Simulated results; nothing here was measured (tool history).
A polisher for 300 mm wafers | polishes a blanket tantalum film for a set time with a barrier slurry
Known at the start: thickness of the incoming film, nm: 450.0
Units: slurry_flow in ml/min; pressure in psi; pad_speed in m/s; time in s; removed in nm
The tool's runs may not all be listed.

Run 1, hour 0.0: slurry_flow 235 ml/min, pressure 1.7 psi, pad_speed 0.82 m/s, slurry_solids 1.0, time 36 s. Result: removed 39.743 nm.
Run 2, hour 1.5: slurry_flow 235 ml/min, pressure 1.7 psi, pad_speed 0.64 m/s, slurry_solids 1.0, time 36 s. Result: removed 32.051 nm.
Run 3, hour 4.5: slurry_flow 240 ml/min, pressure 1.9 psi, pad_speed 0.64 m/s, slurry_solids 1.0, time 36 s. Result: removed 34.314 nm.
Run 4, hour 5.2: slurry_flow 240 ml/min, pressure 1.9 psi, pad_speed 0.64 m/s, slurry_solids 1.1, time 36 s. Result: removed 36.198 nm.
Run 5, hour 8.4: slurry_flow 240 ml/min, pressure 2.2 psi, pad_speed 0.64 m/s, slurry_solids 1.1, time 36 s. Result: removed 40.817 nm.
Run 6, hour 15.5: slurry_flow 240 ml/min, pressure 2.2 psi, pad_speed 0.56 m/s, slurry_solids 1.1, time 36 s. Result: removed 36.518 nm.

The next listed run, before its measurement:
Run 7, hour 17.9: slurry_flow 245 ml/min, pressure 2.4 psi, pad_speed 0.58 m/s, slurry_solids 1.1, time 36 s. Result: removed ?.

Run 7 gave removed 40.305 nm.
